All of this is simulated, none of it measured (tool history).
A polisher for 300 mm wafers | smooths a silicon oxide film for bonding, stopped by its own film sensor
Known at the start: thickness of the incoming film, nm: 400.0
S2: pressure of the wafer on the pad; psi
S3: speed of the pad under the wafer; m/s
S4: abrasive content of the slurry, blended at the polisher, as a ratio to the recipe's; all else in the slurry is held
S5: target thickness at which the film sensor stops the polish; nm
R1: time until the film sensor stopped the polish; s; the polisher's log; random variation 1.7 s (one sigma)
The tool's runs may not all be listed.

{"run": 1, "hour": 0.0, "flow of slurry (ml/min)": 245, "S2": 2.2, "S3": 1.1, "S4": 1.0, "S5": 284, "R1": 122.32}
{"run": 2, "hour": 2.2, "flow of slurry (ml/min)": 245, "S2": 1.7, "S3": 1.1, "S4": 1.0, "S5": 284, "R1": 164.1}
{"run": 3, "hour": 7.2, "flow of slurry (ml/min)": 245, "S2": 1.9, "S3": 1.12, "S4": 1.0, "S5": 284, "R1": 142.96}
{"run": 4, "hour": 9.1, "flow of slurry (ml/min)": 245, "S2": 2.1, "S3": 1.14, "S4": 1.0, "S5": 284, "R1": 130.93}
{"run": 5, "hour": 17.0, "flow of slurry (ml/min)": 245, "S2": 2.1, "S3": 0.9, "S4": 1.0, "S5": 284, "R1": 158.63}
{"run": 6, "hour": 18.2, "flow of slurry (ml/min)": 245, "S2": 2.3, "S3": 0.92, "S4": 1.0, "S5": 284, "R1": 142.16}

Forecast run 7:
{"run": 7, "hour": 25.2, "flow of slurry (ml/min)": 245, "S2": 2.5, "S3": 0.94, "S4": 1.0, "S5": 284, "R1": "?"}

Run 7 gave R1 129.24 s.
